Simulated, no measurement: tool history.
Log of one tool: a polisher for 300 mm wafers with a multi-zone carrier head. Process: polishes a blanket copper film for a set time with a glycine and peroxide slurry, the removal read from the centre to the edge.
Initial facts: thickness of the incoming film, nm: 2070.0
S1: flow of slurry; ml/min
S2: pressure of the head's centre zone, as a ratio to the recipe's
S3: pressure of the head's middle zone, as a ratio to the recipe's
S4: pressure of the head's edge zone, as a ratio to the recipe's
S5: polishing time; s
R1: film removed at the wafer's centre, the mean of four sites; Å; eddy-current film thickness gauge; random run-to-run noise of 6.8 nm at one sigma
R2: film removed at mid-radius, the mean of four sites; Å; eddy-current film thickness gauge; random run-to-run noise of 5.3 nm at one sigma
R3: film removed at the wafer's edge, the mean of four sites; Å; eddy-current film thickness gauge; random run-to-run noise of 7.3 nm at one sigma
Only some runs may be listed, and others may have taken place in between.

{"run": 1, "day": 0.0, "S1": 200, "S2": 1, "S3": 1, "S4": 1, "S5": 62, "R1": 3777.6, "R2": 3663.7, "R3": 3680.8}
{"run": 2, "day": 0.296, "S1": 170, "S2": 1, "S3": 1, "S4": 1, "S5": 62, "R1": 3543.3, "R2": 3578.2, "R3": 3692.2}
{"run": 3, "day": 0.667, "S1": 170, "S2": 1, "S3": 1, "S4": 1, "S5": 73, "R1": 4341.1, "R2": 4170.9, "R3": 4297.3}
{"run": 4, "day": 0.917, "S1": 180, "S2": 1, "S3": 1.01, "S4": 1.02, "S5": 74, "R1": 4420, "R2": 4271.3, "R3": 4277.6}
{"run": 5, "day": 1.183, "S1": 180, "S2": 1, "S3": 0.95, "S4": 1.02, "S5": 74, "R1": 4398.7, "R2": 4071.5, "R3": 4473.5}
{"run": 6, "day": 1.462, "S1": 180, "S2": 1.09, "S3": 0.95, "S4": 1.02, "S5": 74, "R1": 4700.5, "R2": 4124.3, "R3": 4460.6}
{"run": 7, "day": 1.538, "S1": 180, "S2": 1.09, "S3": 0.95, "S4": 1.02, "S5": 74, "R1": 4816.2, "R2": 4162.1, "R3": 4416.4}
{"run": 8, "day": 1.75, "S1": 180, "S2": 1.07, "S3": 0.96, "S4": 1.03, "S5": 76, "R1": 4852, "R2": 4330.4, "R3": 4575.6}
{"run": 9, "day": 1.796, "S1": 180, "S2": 1.06, "S3": 0.97, "S4": 1.04, "S5": 77, "R1": 4749.3, "R2": 4410.4, "R3": 4614.8}
{"run": 10, "day": 2.029, "S1": 185, "S2": 1.06, "S3": 0.97, "S4": 1.05, "S5": 78, "R1": 4962.2, "R2": 4354.6, "R3": 4785.9}

Run 11 comes next. What will it give?
{"run": 11, "day": 2.275, "S1": 185, "S2": 1.06, "S3": 0.97, "S4": 1.05, "S5": 78, "R1": "?", "R2": "?", "R3": "?"}

R1: 4850.5 Å
R2: 4378.6 Å
R3: 4766.1 Å

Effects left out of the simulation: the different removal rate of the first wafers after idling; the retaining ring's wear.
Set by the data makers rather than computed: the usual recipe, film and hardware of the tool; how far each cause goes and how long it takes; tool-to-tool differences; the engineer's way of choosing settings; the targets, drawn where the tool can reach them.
